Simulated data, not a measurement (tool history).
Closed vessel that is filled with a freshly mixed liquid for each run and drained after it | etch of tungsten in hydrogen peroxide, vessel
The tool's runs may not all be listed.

run	hour	temperature setpoint of the liquid (°C)	concentration of hydrogen peroxide in the mixed liquid (% by weight)	time in the liquid (s)	thickness taken off the tungsten on a monitor wafer (angstrom)
1	0.0	55.0	19	30	584.94
2	8.6	54.5	19	30	563.83
3	13.4	48.5	19	30	395.00
4	14.6	49.5	19	30	420.13
5	18.6	49.5	19	30	422.16
6	25.7	50.0	19	30	426.98
7	34.7	50.5	19	30	444.19

Forecast run 8:
8	39.2	52.5	19	30	?

{"run 8": {"thickness taken off the tungsten on a monitor wafer (angstrom)": 508.64}}
